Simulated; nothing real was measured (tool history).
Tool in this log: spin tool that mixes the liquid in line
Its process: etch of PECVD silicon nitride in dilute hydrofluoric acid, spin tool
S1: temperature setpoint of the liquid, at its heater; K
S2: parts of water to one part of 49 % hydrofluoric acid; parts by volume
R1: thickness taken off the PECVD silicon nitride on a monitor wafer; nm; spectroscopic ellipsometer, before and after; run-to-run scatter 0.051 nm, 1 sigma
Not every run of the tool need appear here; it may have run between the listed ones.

Run 1, day 0.000: S1 298.15 K, S2 125 parts by volume, time under the liquid (s) 305. Result: R1 5.5353 nm.
Run 2, day 0.146: S1 301.65 K, S2 125 parts by volume, time under the liquid (s) 305. Result: R1 6.9591 nm.
Run 3, day 0.221: S1 300.15 K, S2 125 parts by volume, time under the liquid (s) 305. Result: R1 6.2828 nm.
Run 4, day 0.292: S1 300.15 K, S2 125 parts by volume, time under the liquid (s) 305. Result: R1 6.3875 nm.
Run 5, day 0.550: S1 301.65 K, S2 125 parts by volume, time under the liquid (s) 305. Result: R1 7.0382 nm.
Run 6, day 0.804: S1 300.15 K, S2 125 parts by volume, time under the liquid (s) 305. Result: R1 6.3527 nm.
Run 7, day 0.833: S1 298.65 K, S2 125 parts by volume, time under the liquid (s) 305. Result: R1 5.8584 nm.

Run 8 comes next. What will it give?
Run 8, day 0.942: S1 297.15 K, S2 125 parts by volume, time under the liquid (s) 305. Result: R1 ?.

{"run 8": {"R1": 5.2806}}
